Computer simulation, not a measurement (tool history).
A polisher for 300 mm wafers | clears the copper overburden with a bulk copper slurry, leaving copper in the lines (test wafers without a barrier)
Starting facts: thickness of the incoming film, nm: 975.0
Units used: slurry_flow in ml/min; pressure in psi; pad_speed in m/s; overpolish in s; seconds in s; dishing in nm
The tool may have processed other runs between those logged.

run,hour,slurry_flow,pressure,pad_speed,slurry_solids,overpolish,seconds,dishing
1,0.0,225,2.2,0.84,1.0,25,179.57,89.753
2,3.0,225,2.0,0.84,1.0,27,195.49,86.959
3,7.7,225,2.0,1.04,1.0,27,159.97,99.739
4,15.0,225,2.0,1.04,1.0,35,157.42,115.110
5,23.7,250,2.0,1.04,1.0,35,156.19,118.800
6,31.8,250,2.0,1.20,1.0,35,134.75,128.070
7,36.4,250,1.8,1.16,1.0,36,154.43,119.500
8,43.3,250,1.6,1.14,1.0,36,174.27,108.820

Run 9 has not been measured yet. What should we expect?
9,44.0,250,1.4,1.14,1.0,36,?,?

seconds: 193.99 s
dishing: 102.950 nm
